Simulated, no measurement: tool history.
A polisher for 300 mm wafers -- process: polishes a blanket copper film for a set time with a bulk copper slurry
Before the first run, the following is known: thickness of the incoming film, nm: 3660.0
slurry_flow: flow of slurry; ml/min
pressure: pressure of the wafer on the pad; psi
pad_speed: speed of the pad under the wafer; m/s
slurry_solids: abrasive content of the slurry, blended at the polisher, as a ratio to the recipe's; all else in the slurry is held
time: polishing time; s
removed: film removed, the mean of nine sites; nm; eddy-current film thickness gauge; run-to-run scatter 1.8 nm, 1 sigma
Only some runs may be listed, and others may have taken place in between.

run,hour,slurry_flow,pressure,pad_speed,slurry_solids,time,removed
1,0.0,295,2.5,1.06,1.00,38,386.35
2,0.8,295,2.5,1.06,1.15,38,401.85
3,2.0,290,2.1,0.86,1.10,36,258.42
4,6.0,290,1.8,0.76,1.10,36,194.54
5,13.3,325,1.8,0.76,1.10,36,195.95
6,19.3,325,1.6,0.72,1.10,36,166.45
7,25.1,325,1.4,0.70,1.10,36,145.32

What does the tool deliver on the next run?
8,26.4,325,1.3,0.70,1.10,36,?

removed: 129.01 nm
